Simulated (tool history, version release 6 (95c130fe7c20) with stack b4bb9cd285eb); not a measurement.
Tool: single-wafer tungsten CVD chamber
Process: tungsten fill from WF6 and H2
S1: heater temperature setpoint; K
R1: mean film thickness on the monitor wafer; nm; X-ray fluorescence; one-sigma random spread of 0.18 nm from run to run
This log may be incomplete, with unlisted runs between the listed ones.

Run 1, hour 0: S1 668.15 K, chamber pressure (mTorr) 32600, deposition time (s) 23.7. Result: R1 66.805 nm.
Run 2, hour 4.9: S1 668.15 K, chamber pressure (mTorr) 32600, deposition time (s) 24.5. Result: R1 69 nm.
Run 3, hour 6: S1 670.15 K, chamber pressure (mTorr) 32700, deposition time (s) 24.5. Result: R1 72.354 nm.
Run 4, hour 13.6: S1 670.15 K, chamber pressure (mTorr) 32700, deposition time (s) 23.7. Result: R1 69.956 nm.
Run 5, hour 17.2: S1 664.15 K, chamber pressure (mTorr) 32700, deposition time (s) 23.7. Result: R1 61.319 nm.
Run 6, hour 20.5: S1 655.15 K, chamber pressure (mTorr) 32700, deposition time (s) 23.7. Result: R1 50.106 nm.

Run 7, settings as shown, results not yet in. Your forecast:
Run 7, hour 23.2: S1 660.15 K, chamber pressure (mTorr) 32800, deposition time (s) 23.7. Result: R1 ?.

{"run 7": {"R1": 56.198}}
